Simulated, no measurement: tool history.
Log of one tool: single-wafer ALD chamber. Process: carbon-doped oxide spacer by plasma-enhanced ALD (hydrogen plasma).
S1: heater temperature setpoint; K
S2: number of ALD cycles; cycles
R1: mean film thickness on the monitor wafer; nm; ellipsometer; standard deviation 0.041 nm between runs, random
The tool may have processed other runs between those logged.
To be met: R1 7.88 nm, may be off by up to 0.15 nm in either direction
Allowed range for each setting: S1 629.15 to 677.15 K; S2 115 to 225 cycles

| run | day | S1 | S2 | R1 |
|---|---|---|---|---|
| 1 | 0 | 653.15 | 170 | 8.8264 |
| 2 | 0.158 | 648.15 | 170 | 8.803 |
| 3 | 0.208 | 648.15 | 155 | 8.0649 |
| 4 | 0.408 | 654.15 | 155 | 7.9916 |
| 5 | 0.442 | 654.15 | 177 | 9.1497 |
| 6 | 0.542 | 654.15 | 171 | 8.8178 |
| 7 | 0.896 | 654.15 | 167 | 8.6369 |
| 8 | 1.058 | 654.15 | 163 | 8.3611 |
| 9 | 1.154 | 654.15 | 161 | 8.3192 |
| 10 | 1.388 | 654.15 | 159 | 8.2671 |
| 11 | 1.729 | 654.15 | 159 | 8.2385 |

Consider the 4 candidate settings below. Which is the only one whose results all fall within their allowed miss of target?
| A | 2.071 | 644.15 | 152 | ? |
| B | 2.071 | 652.15 | 147 | ? |
| C | 2.071 | 645.15 | 159 | ? |
| D | 2.071 | 655.15 | 158 | ? |

| move | R1 |
|---|---|
| A | 7.8674 |
| B | 7.6086 |
| C | 8.2297 |
| D | 8.1779 |
A: meets every target
B: takes the biggest miss from the last run beyond its target
C: roughly where the last run was
D: gains on the last run, yet a result remains outside its allowed miss
Correct choice: A, which meets every target
